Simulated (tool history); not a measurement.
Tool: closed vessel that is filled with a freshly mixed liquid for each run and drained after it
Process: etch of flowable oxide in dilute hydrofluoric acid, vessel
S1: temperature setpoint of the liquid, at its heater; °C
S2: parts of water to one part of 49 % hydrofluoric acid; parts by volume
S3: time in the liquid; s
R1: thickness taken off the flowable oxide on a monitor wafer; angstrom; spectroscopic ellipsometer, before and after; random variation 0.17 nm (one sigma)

run 1 hour=0 | S1=20 S2=285 S3=130 | R1=94.866
run 2 hour=8.1 | S1=21 S2=260 S3=130 | R1=109.69
run 3 hour=12.8 | S1=22 S2=235 S3=130 | R1=130.32
run 4 hour=14.3 | S1=22.5 S2=220 S3=130 | R1=142.57
run 5 hour=21.4 | S1=23 S2=205 S3=130 | R1=159.33
run 6 hour=22 | S1=23 S2=205 S3=130 | R1=160.19
run 7 hour=25.7 | S1=23.5 S2=195 S3=130 | R1=173.44

Forecast run 8:
run 8 hour=32.8 | S1=24 S2=185 S3=130 | R1=?

{"run 8": {"R1": 187.67}}
